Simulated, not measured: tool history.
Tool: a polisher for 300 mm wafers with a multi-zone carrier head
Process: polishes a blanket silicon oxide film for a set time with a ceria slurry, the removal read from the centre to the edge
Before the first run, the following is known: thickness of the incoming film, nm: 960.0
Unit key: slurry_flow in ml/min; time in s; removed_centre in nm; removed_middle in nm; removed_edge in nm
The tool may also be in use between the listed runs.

{"run": 1, "hour": 0.0, "slurry_flow": 245, "centre_zone": 1, "middle_zone": 1, "edge_zone": 1, "time": 47, "removed_centre": 148.9, "removed_middle": 145.9, "removed_edge": 160.99}
{"run": 2, "hour": 5.0, "slurry_flow": 245, "centre_zone": 0.99, "middle_zone": 1.01, "edge_zone": 0.98, "time": 45, "removed_centre": 141.74, "removed_middle": 143.56, "removed_edge": 148.38}
{"run": 3, "hour": 6.2, "slurry_flow": 245, "centre_zone": 0.99, "middle_zone": 1.01, "edge_zone": 1.06, "time": 45, "removed_centre": 141.26, "removed_middle": 141.64, "removed_edge": 155.06}
{"run": 4, "hour": 7.3, "slurry_flow": 245, "centre_zone": 0.98, "middle_zone": 1.01, "edge_zone": 1.04, "time": 44, "removed_centre": 137.16, "removed_middle": 136.9, "removed_edge": 150.59}
{"hour": 8.4, "done": "edge zone pressure recalibrated"}
{"run": 5, "hour": 8.4, "slurry_flow": 245, "centre_zone": 0.97, "middle_zone": 1.01, "edge_zone": 1.02, "time": 43, "removed_centre": 134.26, "removed_middle": 135.03, "removed_edge": 139.03}
{"run": 6, "hour": 15.2, "slurry_flow": 245, "centre_zone": 0.97, "middle_zone": 1.01, "edge_zone": 1.02, "time": 38, "removed_centre": 118.01, "removed_middle": 119.57, "removed_edge": 125.56}

The next listed run, before its measurement:
{"run": 7, "hour": 16.9, "slurry_flow": 240, "centre_zone": 0.96, "middle_zone": 1.01, "edge_zone": 1.01, "time": 38, "removed_centre": "?", "removed_middle": "?", "removed_edge": "?"}

{"run 7": {"removed_centre": 115.88, "removed_middle": 118.43, "removed_edge": 122.5}}
